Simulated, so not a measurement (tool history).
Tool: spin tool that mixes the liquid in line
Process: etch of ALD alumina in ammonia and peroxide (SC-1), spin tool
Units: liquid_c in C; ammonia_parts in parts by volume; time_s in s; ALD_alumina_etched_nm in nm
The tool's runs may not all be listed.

| run | hour | liquid_c | ammonia_parts | time_s | ALD_alumina_etched_nm |
|---|---|---|---|---|---|
| 1 | 0.0 | 55.0 | 0.85 | 15 | 1.17410 |
| 2 | 3.7 | 55.0 | 1.10 | 15 | 1.20010 |
| 3 | 4.7 | 55.0 | 0.95 | 15 | 1.19020 |
| 4 | 13.2 | 55.0 | 1.20 | 15 | 1.21540 |
| 5 | 20.5 | 53.5 | 1.20 | 15 | 1.12970 |
| 6 | 21.6 | 53.5 | 1.10 | 15 | 1.09740 |
| 7 | 23.8 | 45.5 | 1.05 | 15 | 0.70494 |
| 8 | 25.6 | 45.0 | 1.05 | 15 | 0.69555 |

Forecast run 9:
| 9 | 30.7 | 45.0 | 1.05 | 15 | ? |

Run 9 gave ALD_alumina_etched_nm 0.70273 nm.
